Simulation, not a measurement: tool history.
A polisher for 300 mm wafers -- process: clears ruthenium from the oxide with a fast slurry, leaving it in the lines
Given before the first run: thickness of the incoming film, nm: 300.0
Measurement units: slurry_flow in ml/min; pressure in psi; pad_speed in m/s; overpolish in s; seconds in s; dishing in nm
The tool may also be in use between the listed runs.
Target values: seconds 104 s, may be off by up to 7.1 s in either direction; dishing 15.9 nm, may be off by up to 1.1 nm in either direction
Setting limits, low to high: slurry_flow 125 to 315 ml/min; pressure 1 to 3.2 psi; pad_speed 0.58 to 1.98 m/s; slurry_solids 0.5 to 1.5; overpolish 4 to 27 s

Run 1, hour 0: slurry_flow 205 ml/min, pressure 2.1 psi, pad_speed 1.28 m/s, slurry_solids 1, overpolish 14 s. Result: seconds 71.589 s, dishing 33.528 nm.
Run 2, hour 8.4: slurry_flow 245 ml/min, pressure 2.1 psi, pad_speed 1.28 m/s, slurry_solids 1, overpolish 14 s. Result: seconds 69.922 s, dishing 34.24 nm.
Run 3, hour 10.3: slurry_flow 245 ml/min, pressure 1.7 psi, pad_speed 1.28 m/s, slurry_solids 1, overpolish 14 s. Result: seconds 84.832 s, dishing 32.168 nm.
Run 4, hour 15.9: slurry_flow 245 ml/min, pressure 1.7 psi, pad_speed 1.44 m/s, slurry_solids 1, overpolish 14 s. Result: seconds 79.64 s, dishing 32.487 nm.
Run 5, hour 21.3: slurry_flow 205 ml/min, pressure 1.7 psi, pad_speed 1.44 m/s, slurry_solids 0.85, overpolish 11 s. Result: seconds 87.256 s, dishing 25.529 nm.
Run 6, hour 24.4: slurry_flow 205 ml/min, pressure 1.7 psi, pad_speed 1.44 m/s, slurry_solids 0.85, overpolish 14 s. Result: seconds 89.624 s, dishing 30.325 nm.
Run 7, hour 28.8: slurry_flow 205 ml/min, pressure 1.6 psi, pad_speed 1.4 m/s, slurry_solids 0.85, overpolish 11 s. Result: seconds 97.818 s, dishing 24.304 nm.
Run 8, hour 36.2: slurry_flow 205 ml/min, pressure 1.6 psi, pad_speed 1.38 m/s, slurry_solids 0.85, overpolish 9 s. Result: seconds 100.49 s, dishing 20.304 nm.
Run 9, hour 41: slurry_flow 205 ml/min, pressure 1.6 psi, pad_speed 1.36 m/s, slurry_solids 0.85, overpolish 8 s. Result: seconds 95.945 s, dishing 18.289 nm.
Run 10, hour 43.3: slurry_flow 205 ml/min, pressure 1.6 psi, pad_speed 1.34 m/s, slurry_solids 0.85, overpolish 8 s. Result: seconds 98.888 s, dishing 18.035 nm.
Run 11, hour 50.1: slurry_flow 205 ml/min, pressure 1.5 psi, pad_speed 1.34 m/s, slurry_solids 0.85, overpolish 5 s. Result: seconds 103.58 s, dishing 12.117 nm.
Run 12, hour 52.3: slurry_flow 200 ml/min, pressure 1.6 psi, pad_speed 1.36 m/s, slurry_solids 0.8, overpolish 6 s. Result: seconds 99.36 s, dishing 14.078 nm.
Run 13, hour 59.8: slurry_flow 195 ml/min, pressure 1.6 psi, pad_speed 1.38 m/s, slurry_solids 0.8, overpolish 6 s. Result: seconds 102.18 s, dishing 14.669 nm.

Pick the move, out of 4, that brings all results within their allowed miss; only one does.
Run A, hour 67.3: slurry_flow 220 ml/min, pressure 1.2 psi, pad_speed 1.7 m/s, slurry_solids 0.9, overpolish 7 s. Result: seconds ?, dishing ?.
Run B, hour 67.3: slurry_flow 170 ml/min, pressure 1.7 psi, pad_speed 1.22 m/s, slurry_solids 0.8, overpolish 9 s. Result: seconds ?, dishing ?.
Run C, hour 67.3: slurry_flow 155 ml/min, pressure 1.6 psi, pad_speed 1.32 m/s, slurry_solids 0.85, overpolish 6 s. Result: seconds ?, dishing ?.
Run D, hour 67.3: slurry_flow 165 ml/min, pressure 1.1 psi, pad_speed 1.84 m/s, slurry_solids 0.9, overpolish 6 s. Result: seconds ?, dishing ?.

move  seconds  dishing
   A   107.78   15.315
   B   108.71    18.75
   C   107.31    13.46
   D   115.27   12.642
A: every result lands within tolerance
B: moves the result that the last run missed by most past its target, out the other side
C: further off than the last run
D: further off than the last run
So the answer is move A, the one that meets all the targets.
